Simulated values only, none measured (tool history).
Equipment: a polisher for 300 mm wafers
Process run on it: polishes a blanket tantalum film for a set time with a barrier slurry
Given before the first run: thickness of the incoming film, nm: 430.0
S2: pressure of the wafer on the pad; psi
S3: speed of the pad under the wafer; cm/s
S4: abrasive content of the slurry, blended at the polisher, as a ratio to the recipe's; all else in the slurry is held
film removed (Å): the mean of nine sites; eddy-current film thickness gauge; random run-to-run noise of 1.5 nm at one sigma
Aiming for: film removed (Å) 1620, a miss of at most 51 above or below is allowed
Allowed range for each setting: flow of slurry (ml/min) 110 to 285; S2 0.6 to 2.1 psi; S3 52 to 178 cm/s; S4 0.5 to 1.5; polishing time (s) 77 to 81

run 1 hour=0 | flow_of_slurry_(ml/min)=180 S2=1.3 S3=114 S4=1 polishing_time_(s)=77 | film_removed_(Å)=1120.8
run 2 hour=1.9 | flow_of_slurry_(ml/min)=205 S2=1.3 S3=114 S4=1 polishing_time_(s)=77 | film_removed_(Å)=1120.1
run 3 hour=6.1 | flow_of_slurry_(ml/min)=205 S2=1.4 S3=114 S4=1 polishing_time_(s)=77 | film_removed_(Å)=1209
run 4 hour=7.9 | flow_of_slurry_(ml/min)=250 S2=1.4 S3=114 S4=1 polishing_time_(s)=77 | film_removed_(Å)=1223.6
run 5 hour=9.8 | flow_of_slurry_(ml/min)=250 S2=1.4 S3=114 S4=1 polishing_time_(s)=81 | film_removed_(Å)=1295.5
run 6 hour=13.8 | flow_of_slurry_(ml/min)=250 S2=1.5 S3=114 S4=1 polishing_time_(s)=81 | film_removed_(Å)=1382.8
run 7 hour=16.9 | flow_of_slurry_(ml/min)=250 S2=1.6 S3=114 S4=1 polishing_time_(s)=81 | film_removed_(Å)=1495.8
run 8 hour=23.5 | flow_of_slurry_(ml/min)=250 S2=1.7 S3=114 S4=1 polishing_time_(s)=81 | film_removed_(Å)=1540.2

Exercise: of the 4 proposed moves below, exactly one satisfies all targets within the stated allowed misses. Which move is it?
run A hour=30.1 | flow_of_slurry_(ml/min)=260 S2=1.6 S3=122 S4=1.4 polishing_time_(s)=78 | film_removed_(Å)=?
run B hour=30.1 | flow_of_slurry_(ml/min)=285 S2=1.8 S3=112 S4=0.8 polishing_time_(s)=77 | film_removed_(Å)=?
run C hour=30.1 | flow_of_slurry_(ml/min)=260 S2=1.9 S3=90 S4=1.25 polishing_time_(s)=81 | film_removed_(Å)=?
run D hour=30.1 | flow_of_slurry_(ml/min)=265 S2=1.5 S3=126 S4=1.1 polishing_time_(s)=77 | film_removed_(Å)=?

move=A film_removed_(Å)=1635.1
move=B film_removed_(Å)=1462.2
move=C film_removed_(Å)=1460.2
move=D film_removed_(Å)=1483.5
A: every result lands within tolerance
B: its largest miss is bigger than the last run's
C: its largest miss is bigger than the last run's
D: its largest miss is bigger than the last run's
Answer: A

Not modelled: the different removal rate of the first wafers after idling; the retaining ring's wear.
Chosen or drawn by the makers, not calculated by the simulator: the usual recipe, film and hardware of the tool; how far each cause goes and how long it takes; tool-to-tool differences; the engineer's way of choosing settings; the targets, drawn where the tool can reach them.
